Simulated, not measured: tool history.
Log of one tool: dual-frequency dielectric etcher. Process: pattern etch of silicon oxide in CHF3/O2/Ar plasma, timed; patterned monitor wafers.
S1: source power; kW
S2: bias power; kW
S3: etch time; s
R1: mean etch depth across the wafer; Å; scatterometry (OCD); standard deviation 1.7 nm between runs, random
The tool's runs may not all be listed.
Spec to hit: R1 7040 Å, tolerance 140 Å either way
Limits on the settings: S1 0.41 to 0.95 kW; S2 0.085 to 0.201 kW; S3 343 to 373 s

run  hour    S1     S2     S3      R1
  1     0  0.68  0.143    373  6237.1
  2   2.1  0.68  0.166    373  6576.2
  3   7.4  0.68  0.157    373  6424.7
  4   8.5  0.73  0.157    373  6565.1
  5  10.8  0.73  0.157    343  6076.4
  6  16.6  0.76   0.17  346.5  6345.9
  7  22.8  0.76   0.17  346.5  6355.7
  8    27   0.9  0.178    348    6846

Which of these 5 next moves meets every target?
  A  31.2  0.87  0.175    348   ?
  B  31.2  0.85  0.167    355   ?
  C  31.2  0.83  0.194  354.5   ?
  D  31.2  0.94  0.162    348   ?
  E  31.2  0.92  0.158    354   ?

move      R1
   A  6739.3
   B  6710.4
   C  7019.9
   D  6723.3
   E  6731.7
A: further off than the last run
B: further off than the last run
C: meets every target
D: further off than the last run
E: further off than the last run
C is the move that brings every result within its allowed miss.
